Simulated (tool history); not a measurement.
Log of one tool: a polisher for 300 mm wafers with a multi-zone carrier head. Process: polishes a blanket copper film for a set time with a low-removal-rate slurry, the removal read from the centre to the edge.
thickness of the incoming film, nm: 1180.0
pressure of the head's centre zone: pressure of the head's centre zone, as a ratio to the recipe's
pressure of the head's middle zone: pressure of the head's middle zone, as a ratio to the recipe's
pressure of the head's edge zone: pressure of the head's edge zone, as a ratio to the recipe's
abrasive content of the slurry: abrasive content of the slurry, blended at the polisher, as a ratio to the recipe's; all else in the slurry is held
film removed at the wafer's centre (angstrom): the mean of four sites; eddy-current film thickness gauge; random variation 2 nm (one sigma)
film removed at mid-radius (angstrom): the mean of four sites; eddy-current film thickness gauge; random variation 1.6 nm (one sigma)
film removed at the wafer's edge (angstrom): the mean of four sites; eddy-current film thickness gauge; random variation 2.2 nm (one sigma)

run,hour,flow of slurry (ml/min),pressure of the head's centre zone,pressure of the head's middle zone,pressure of the head's edge zone,abrasive content of the slurry,polishing time (s),film removed at the wafer's centre (angstrom),film removed at mid-radius (angstrom),film removed at the wafer's edge (angstrom)
1,0,280,1,1,1,1,77,2950.7,2885.4,2910.6
2,7.7,285,1.03,0.98,0.95,0.85,67,2508.5,2356.7,2456.9
3,13.3,285,1.03,0.98,1.02,0.85,67,2520.3,2394.8,2516.8
4,17.2,285,1.03,0.98,1.02,0.7,67,2446.5,2283.7,2420.6
5,22,285,1.03,0.98,1.02,0.75,67,2439.8,2316.8,2433.9
6,27,285,0.99,0.98,1.02,0.75,67,2353,2336.3,2453.7
7,35.2,290,1.09,0.94,0.92,0.5,46,1630.2,1462.7,1512.1
8,39.9,305,1.12,0.96,0.94,0.55,46,1746.4,1501.7,1557.1
9,43.2,310,1.14,0.99,0.96,0.6,46,1800.1,1567,1621.9
10,49.7,320,1.16,1,0.94,0.65,46,1868.5,1585.9,1576.2

The next listed run, before its measurement:
11,54.1,325,1.17,1.01,0.96,0.65,46,?,?,?

{"run 11": {"film removed at the wafer's centre (angstrom)": 1872.7, "film removed at mid-radius (angstrom)": 1604.9, "film removed at the wafer's edge (angstrom)": 1627.3}}

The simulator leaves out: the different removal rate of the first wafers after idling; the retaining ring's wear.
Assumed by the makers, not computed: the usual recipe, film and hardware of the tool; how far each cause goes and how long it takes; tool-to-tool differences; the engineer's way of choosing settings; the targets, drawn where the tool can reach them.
